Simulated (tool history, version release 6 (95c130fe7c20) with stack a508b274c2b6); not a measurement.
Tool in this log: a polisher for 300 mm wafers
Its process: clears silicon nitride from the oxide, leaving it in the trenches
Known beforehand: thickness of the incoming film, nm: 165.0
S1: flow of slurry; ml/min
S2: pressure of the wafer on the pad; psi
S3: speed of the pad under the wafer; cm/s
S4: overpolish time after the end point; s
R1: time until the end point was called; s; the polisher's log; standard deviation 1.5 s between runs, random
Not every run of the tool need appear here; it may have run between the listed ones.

{"run": 1, "hour": 0.0, "S1": 175, "S2": 3.5, "S3": 102, "S4": 18, "R1": 126.34}
{"run": 2, "hour": 3.5, "S1": 175, "S2": 3.5, "S3": 102, "S4": 19, "R1": 124.36}
{"run": 3, "hour": 10.7, "S1": 175, "S2": 4.2, "S3": 102, "S4": 19, "R1": 103.41}
{"run": 4, "hour": 15.2, "S1": 175, "S2": 4.2, "S3": 76, "S4": 19, "R1": 137.2}
{"run": 5, "hour": 18.7, "S1": 175, "S2": 4.2, "S3": 76, "S4": 18, "R1": 139.08}
{"run": 6, "hour": 23.1, "S1": 175, "S2": 4.2, "S3": 94, "S4": 18, "R1": 113.46}
{"run": 7, "hour": 26.0, "S1": 175, "S2": 4.3, "S3": 94, "S4": 18, "R1": 112.61}

What will run 8 give?
{"run": 8, "hour": 30.5, "S1": 175, "S2": 4.4, "S3": 94, "S4": 18, "R1": "?"}

Run 8 gave R1 107.92 s.

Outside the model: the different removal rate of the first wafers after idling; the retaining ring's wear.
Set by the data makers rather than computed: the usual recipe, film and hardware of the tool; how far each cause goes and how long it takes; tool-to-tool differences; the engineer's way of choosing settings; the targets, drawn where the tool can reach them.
